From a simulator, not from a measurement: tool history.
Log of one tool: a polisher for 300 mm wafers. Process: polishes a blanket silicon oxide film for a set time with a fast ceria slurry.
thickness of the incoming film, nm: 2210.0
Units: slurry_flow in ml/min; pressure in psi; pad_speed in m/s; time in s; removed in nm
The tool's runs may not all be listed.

| run | hour | slurry_flow | pressure | pad_speed | time | removed |
|---|---|---|---|---|---|---|
| 1 | 0.0 | 315 | 2.9 | 1.04 | 34 | 531.68 |
| 2 | 2.9 | 315 | 2.3 | 1.04 | 34 | 431.15 |
| 3 | 4.1 | 315 | 2.3 | 0.88 | 34 | 390.06 |
| 4 | 10.5 | 315 | 2.3 | 1.12 | 34 | 447.51 |
| 5 | 16.8 | 315 | 2.3 | 0.88 | 34 | 388.31 |
| 6 | 23.7 | 315 | 1.8 | 0.88 | 34 | 306.63 |

Forecast run 7:
| 7 | 28.9 | 315 | 1.7 | 0.88 | 34 | ? |

{"run 7": {"removed": 287.43}}
